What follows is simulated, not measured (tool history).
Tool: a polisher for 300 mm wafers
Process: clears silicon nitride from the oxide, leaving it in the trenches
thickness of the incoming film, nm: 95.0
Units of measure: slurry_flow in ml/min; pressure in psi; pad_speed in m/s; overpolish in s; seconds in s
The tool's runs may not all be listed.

| run | hour | slurry_flow | pressure | pad_speed | overpolish | seconds |
|---|---|---|---|---|---|---|
| 1 | 0 | 180 | 2.6 | 0.88 | 26 | 114.73 |
| 2 | 8.7 | 200 | 2.6 | 0.88 | 26 | 114.06 |
| 3 | 15.2 | 200 | 2.6 | 1.02 | 26 | 96.779 |
| 4 | 17.1 | 200 | 2.8 | 1.02 | 26 | 94.003 |
| 5 | 21.5 | 200 | 3 | 1.04 | 26 | 85.282 |
|  | 23.6 | head pressure recalibrated |
| 6 | 23.6 | 200 | 3 | 1.04 | 26 | 91.2 |

Run 7, settings as shown, results not yet in. Your forecast:
| 7 | 27.8 | 200 | 3.2 | 1.08 | 26 | ? |

Logged for run 7: seconds 83.692 s.
